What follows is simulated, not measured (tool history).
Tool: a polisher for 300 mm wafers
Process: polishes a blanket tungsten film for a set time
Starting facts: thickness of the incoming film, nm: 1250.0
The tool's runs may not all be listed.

run	hour	flow of slurry (ml/min)	pressure of the wafer on the pad (psi)	speed of the pad under the wafer (m/s)	abrasive content of the slurry	polishing time (s)	film removed (nm)
1	0	175	2.3	1.32	1	100	399.98
2	8.1	175	2.3	1.54	1	100	459.72
3	14.8	175	2.3	1.54	1.1	100	476.4
4	18.4	195	2.3	1.54	1.1	100	487.11
5	26.8	195	2.3	1.4	1.1	100	437.02
6	30.4	185	2.2	1.4	1.1	100	420.02

What will run 7 give?
7	34.3	175	2.1	1.4	1.1	100	?

film removed (nm): 391.89
